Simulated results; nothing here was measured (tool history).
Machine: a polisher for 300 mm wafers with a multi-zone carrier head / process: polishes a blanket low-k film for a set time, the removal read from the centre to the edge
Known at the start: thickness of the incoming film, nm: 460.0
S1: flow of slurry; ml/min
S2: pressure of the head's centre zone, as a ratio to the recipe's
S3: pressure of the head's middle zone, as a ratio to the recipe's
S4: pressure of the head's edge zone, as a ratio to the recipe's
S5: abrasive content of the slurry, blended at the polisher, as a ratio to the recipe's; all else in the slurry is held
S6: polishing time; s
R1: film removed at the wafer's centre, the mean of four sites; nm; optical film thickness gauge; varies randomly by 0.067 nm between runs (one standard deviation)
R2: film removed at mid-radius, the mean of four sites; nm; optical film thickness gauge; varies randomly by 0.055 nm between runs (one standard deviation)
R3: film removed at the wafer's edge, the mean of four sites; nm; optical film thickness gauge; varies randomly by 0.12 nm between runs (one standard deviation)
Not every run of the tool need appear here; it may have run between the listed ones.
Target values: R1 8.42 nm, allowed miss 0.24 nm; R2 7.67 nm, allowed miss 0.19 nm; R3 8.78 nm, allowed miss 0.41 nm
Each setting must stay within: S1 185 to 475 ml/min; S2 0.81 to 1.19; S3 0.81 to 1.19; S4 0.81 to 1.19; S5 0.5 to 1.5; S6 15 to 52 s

run,hour,S1,S2,S3,S4,S5,S6,R1,R2,R3
1,0,305,1,1,1,1,33,10.815,10.393,10.47
2,6.1,295,0.97,0.95,0.98,0.9,33,9.8537,9.3194,9.856
3,11.4,345,0.97,0.95,0.98,0.9,33,9.9713,9.463,10.01
4,12.3,345,0.92,0.95,0.98,0.9,33,9.4795,9.5237,10.063
5,20.8,345,0.92,0.95,0.98,0.9,25,7.1306,7.2878,7.4686
# hour 29.3: slurry nozzle cleaned
6,29.3,345,0.96,0.95,0.98,0.9,25,7.6104,7.4205,7.4164
7,30.3,370,0.99,0.9,1.08,1.05,25,8.6227,7.8511,8.8931
8,38.5,370,0.99,0.9,1.08,1.05,25,8.7034,7.7934,8.8142
9,40,365,0.98,0.9,1.08,1.05,25,8.6395,7.9406,8.8886
10,44.1,365,0.98,0.9,1.08,1.05,25,8.5572,7.8344,8.9159

4 next moves are on the table. One of them brings every result within its allowed miss. Which?
A,48.2,320,1.04,0.83,1.13,1.05,25,?,?,?
B,48.2,300,0.99,0.9,1.13,1.1,24,?,?,?
C,48.2,340,1.02,0.91,1.09,1.05,25,?,?,?
D,48.2,310,0.97,0.95,1.1,1.05,25,?,?,?

move,R1,R2,R3
A,8.963,7.4288,8.8305
B,8.3616,7.6423,8.6424
C,8.854,7.9101,8.6984
D,8.3655,8.0655,8.6802
A: the result that was furthest off in the last run now lies on the other side of its target
B: hits every target within its allowed miss
C: lands further from the targets than the last run did
D: lands further from the targets than the last run did
The right move is B.

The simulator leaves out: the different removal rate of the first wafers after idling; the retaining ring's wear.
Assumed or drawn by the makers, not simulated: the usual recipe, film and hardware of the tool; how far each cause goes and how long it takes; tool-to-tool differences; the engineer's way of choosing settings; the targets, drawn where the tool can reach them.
